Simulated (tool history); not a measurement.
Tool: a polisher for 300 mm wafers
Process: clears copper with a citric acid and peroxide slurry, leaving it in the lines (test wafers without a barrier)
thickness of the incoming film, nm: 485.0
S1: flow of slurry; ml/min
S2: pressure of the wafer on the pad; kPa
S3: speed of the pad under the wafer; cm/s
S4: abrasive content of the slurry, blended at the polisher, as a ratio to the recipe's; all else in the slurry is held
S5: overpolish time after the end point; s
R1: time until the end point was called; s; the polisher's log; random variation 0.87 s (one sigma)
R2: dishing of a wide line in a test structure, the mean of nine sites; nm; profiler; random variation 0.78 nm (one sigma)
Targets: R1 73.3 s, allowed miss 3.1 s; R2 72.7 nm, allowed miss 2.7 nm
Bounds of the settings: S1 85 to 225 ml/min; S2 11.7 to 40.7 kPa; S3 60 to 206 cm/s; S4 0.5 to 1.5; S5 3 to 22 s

run,hour,S1,S2,S3,S4,S5,R1,R2
1,0,145,26.2,132,1,11,114.43,33.369
2,5.3,145,26.2,132,1,13,114.58,39.21
3,5.9,145,29,132,1,14,109.16,43.17
4,11.9,145,29,132,1,11,109.1,35.269
5,13.5,145,29,132,1.2,11,103.24,37.447
6,22.2,110,29,132,1.2,11,106.18,35.766
7,28.2,105,35.9,134,1.2,16,90.145,56.67
8,29.4,115,37.2,134,1.2,16,85.899,59.093
9,32.7,125,37.9,134,1.2,16,84.438,58.858
10,35.2,125,38.6,136,1.2,16,82.611,62.282
11,43.1,160,40.7,138,1.2,17,74.04,69.659
12,43.8,150,40,142,1.2,17,75.558,69.764
13,48,150,40,142,1.2,17,73.847,70.491
14,53.3,150,40,144,1.2,17,75.328,70.364

Which of these 5 next moves meets every target?
A,58.6,170,40.7,136,1.4,16,?,?
B,58.6,135,40.7,144,1.05,16,?,?
C,58.6,135,35.9,144,1.2,18,?,?
D,58.6,120,38.6,146,1.5,16,?,?
E,58.6,160,40.7,148,1,18,?,?

move,R1,R2
A,72.712,66.428
B,76.892,63.648
C,81.621,66.227
D,72.814,66.224
E,74.145,71.462
A: further off than the last run
B: further off than the last run
C: further off than the last run
D: further off than the last run
E: meets every target
The right move is E.

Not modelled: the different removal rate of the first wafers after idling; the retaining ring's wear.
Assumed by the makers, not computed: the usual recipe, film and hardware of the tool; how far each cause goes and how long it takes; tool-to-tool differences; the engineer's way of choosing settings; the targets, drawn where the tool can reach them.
